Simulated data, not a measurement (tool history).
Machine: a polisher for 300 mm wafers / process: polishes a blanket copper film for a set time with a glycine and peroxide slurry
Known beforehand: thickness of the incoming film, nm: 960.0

run	hour	flow of slurry (ml/min)	pressure of the wafer on the pad (kPa)	speed of the pad under the wafer (cm/s)	polishing time (s)	film removed (nm)
1	0.0	255	13.8	84	52	209.15
2	2.0	255	15.2	86	52	230.69
3	8.8	255	15.9	86	52	231.93
4	10.0	255	17.9	86	52	264.77
5	17.3	255	17.9	66	52	209.78
6	23.9	255	18.6	68	52	222.32

Run 7 comes next. What will it give?
7	24.8	255	19.3	70	52	?

{"run 7": {"film removed (nm)": 236.0}}
